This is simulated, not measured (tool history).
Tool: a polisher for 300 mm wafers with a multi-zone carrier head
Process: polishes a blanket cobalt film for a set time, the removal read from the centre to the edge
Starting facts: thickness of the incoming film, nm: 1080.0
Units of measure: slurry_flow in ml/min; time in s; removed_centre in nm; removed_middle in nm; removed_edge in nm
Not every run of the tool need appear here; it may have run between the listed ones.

run	day	slurry_flow	centre_zone	middle_zone	edge_zone	time	removed_centre	removed_middle	removed_edge
1	0	130	1	1	1	50	152.69	155.77	155.33
2	0.038	130	1	1	1.06	50	154.2	155.2	160.22
3	0.296	130	1	1.06	1.06	50	153.62	165.97	161.31
4	0.375	125	1	1.02	1.01	47	141.38	148.15	146.47
5	0.412	125	1.01	0.99	0.97	45	136.86	139.86	135.93
6	0.667	125	1.01	0.99	1	45	137.78	138.49	139.02
7	0.846	95	1	0.89	0.9	39	108.75	98.27	109.48
8	1.146	100	1	0.9	0.89	39	109.71	102.69	109.19

Run 9, settings as shown, results not yet in. Your forecast:
9	1.438	105	1	0.9	0.88	39	?	?	?

{"run 9": {"removed_centre": 112.4, "removed_middle": 104.06, "removed_edge": 110.37}}

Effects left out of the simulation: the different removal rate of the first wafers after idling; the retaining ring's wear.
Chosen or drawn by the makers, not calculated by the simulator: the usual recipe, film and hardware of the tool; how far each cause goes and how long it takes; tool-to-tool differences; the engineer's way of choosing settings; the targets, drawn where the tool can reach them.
